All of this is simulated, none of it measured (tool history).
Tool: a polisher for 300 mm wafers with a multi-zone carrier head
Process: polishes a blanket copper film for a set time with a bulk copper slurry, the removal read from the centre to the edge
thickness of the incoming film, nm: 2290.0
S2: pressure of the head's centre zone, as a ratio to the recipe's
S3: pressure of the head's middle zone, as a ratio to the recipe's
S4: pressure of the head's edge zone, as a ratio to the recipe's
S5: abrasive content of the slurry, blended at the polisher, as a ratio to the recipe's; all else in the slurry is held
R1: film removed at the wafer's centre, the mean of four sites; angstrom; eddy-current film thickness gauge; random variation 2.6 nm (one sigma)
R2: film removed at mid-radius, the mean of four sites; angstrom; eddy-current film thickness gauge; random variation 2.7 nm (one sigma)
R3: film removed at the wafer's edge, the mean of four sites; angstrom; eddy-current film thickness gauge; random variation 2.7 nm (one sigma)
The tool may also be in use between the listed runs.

Run 1, hour 0.0: flow of slurry (ml/min) 190, S2 1.00, S3 1.00, S4 1.00, S5 1.00, polishing time (s) 65. Result: R1 3438.5 angstrom, R2 3439.0 angstrom, R3 3455.7 angstrom.
Run 2, hour 2.0: flow of slurry (ml/min) 190, S2 1.00, S3 1.00, S4 0.98, S5 0.95, polishing time (s) 64. Result: R1 3371.3 angstrom, R2 3368.0 angstrom, R3 3443.2 angstrom.
Run 3, hour 10.9: flow of slurry (ml/min) 190, S2 1.04, S3 1.00, S4 0.98, S5 0.95, polishing time (s) 64. Result: R1 3455.1 angstrom, R2 3271.6 angstrom, R3 3380.6 angstrom.
Run 4, hour 14.6: flow of slurry (ml/min) 160, S2 1.04, S3 1.00, S4 0.98, S5 0.95, polishing time (s) 64. Result: R1 3288.8 angstrom, R2 3120.1 angstrom, R3 3256.1 angstrom.
Run 5, hour 19.0: flow of slurry (ml/min) 160, S2 1.04, S3 1.05, S4 0.98, S5 0.95, polishing time (s) 64. Result: R1 3241.2 angstrom, R2 3235.3 angstrom, R3 3239.1 angstrom.
Run 6, hour 23.6: flow of slurry (ml/min) 160, S2 1.09, S3 1.05, S4 0.98, S5 0.95, polishing time (s) 64. Result: R1 3366.1 angstrom, R2 3273.7 angstrom, R3 3231.0 angstrom.
Run 7, hour 25.8: flow of slurry (ml/min) 160, S2 1.09, S3 1.05, S4 0.98, S5 0.95, polishing time (s) 64. Result: R1 3430.7 angstrom, R2 3260.4 angstrom, R3 3222.4 angstrom.
Run 8, hour 32.7: flow of slurry (ml/min) 160, S2 1.10, S3 1.06, S4 0.97, S5 0.90, polishing time (s) 63. Result: R1 3334.1 angstrom, R2 3215.4 angstrom, R3 3170.1 angstrom.

Run 9 comes next. What will it give?
At hour 35.5: slurry nozzle cleaned.
Run 9, hour 35.5: flow of slurry (ml/min) 160, S2 1.11, S3 1.07, S4 0.96, S5 0.85, polishing time (s) 62. Result: R1 ?, R2 ?, R3 ?.

Run 9 gave R1 3811.7 angstrom, R2 3531.1 angstrom, R3 3313.7 angstrom.
